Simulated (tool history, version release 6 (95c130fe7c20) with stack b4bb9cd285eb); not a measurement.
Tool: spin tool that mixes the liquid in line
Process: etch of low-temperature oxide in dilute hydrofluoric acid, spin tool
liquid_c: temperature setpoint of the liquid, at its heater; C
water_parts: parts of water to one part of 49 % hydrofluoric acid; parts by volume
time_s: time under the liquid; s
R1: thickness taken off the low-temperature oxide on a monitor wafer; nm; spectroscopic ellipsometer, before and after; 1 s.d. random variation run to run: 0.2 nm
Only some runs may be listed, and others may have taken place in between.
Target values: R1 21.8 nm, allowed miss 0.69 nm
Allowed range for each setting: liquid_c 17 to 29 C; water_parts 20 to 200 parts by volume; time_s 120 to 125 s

Run 1, hour 0: liquid_c 21 C, water_parts 110 parts by volume, time_s 120 s. Result: R1 13.932 nm.
Run 2, hour 0.6: liquid_c 21 C, water_parts 130 parts by volume, time_s 120 s. Result: R1 11.678 nm.
Run 3, hour 3.8: liquid_c 21 C, water_parts 110 parts by volume, time_s 120 s. Result: R1 14.149 nm.
Run 4, hour 9.7: liquid_c 21 C, water_parts 110 parts by volume, time_s 125 s. Result: R1 14.535 nm.
At hour 18.7: thermometer replaced.
Run 5, hour 18.7: liquid_c 21 C, water_parts 110 parts by volume, time_s 125 s. Result: R1 15.246 nm.
Run 6, hour 25.9: liquid_c 18.5 C, water_parts 110 parts by volume, time_s 125 s. Result: R1 13.581 nm.
Run 7, hour 33.1: liquid_c 22.5 C, water_parts 105 parts by volume, time_s 125 s. Result: R1 17.404 nm.
Run 8, hour 40: liquid_c 23.5 C, water_parts 105 parts by volume, time_s 125 s. Result: R1 17.702 nm.
Run 9, hour 40.9: liquid_c 24.5 C, water_parts 105 parts by volume, time_s 125 s. Result: R1 18.362 nm.

Consider the 5 candidate settings below. Which is the only one whose results all fall within their allowed miss of target?
Run A, hour 41.8: liquid_c 24.5 C, water_parts 135 parts by volume, time_s 125 s. Result: R1 ?.
Run B, hour 41.8: liquid_c 28.5 C, water_parts 100 parts by volume, time_s 120 s. Result: R1 ?.
Run C, hour 41.8: liquid_c 23.5 C, water_parts 120 parts by volume, time_s 120 s. Result: R1 ?.
Run D, hour 41.8: liquid_c 24 C, water_parts 85 parts by volume, time_s 125 s. Result: R1 ?.
Run E, hour 41.8: liquid_c 27.5 C, water_parts 95 parts by volume, time_s 125 s. Result: R1 ?.

move      R1
   A  13.807
   B  21.796
   C  14.599
   D  22.852
   E  23.158
A: its largest miss is bigger than the last run's
B: every result lands within tolerance
C: its largest miss is bigger than the last run's
D: carries the result that was furthest off beyond its target, to the other side
E: carries the result that was furthest off beyond its target, to the other side
Go with B: it meets all targets.

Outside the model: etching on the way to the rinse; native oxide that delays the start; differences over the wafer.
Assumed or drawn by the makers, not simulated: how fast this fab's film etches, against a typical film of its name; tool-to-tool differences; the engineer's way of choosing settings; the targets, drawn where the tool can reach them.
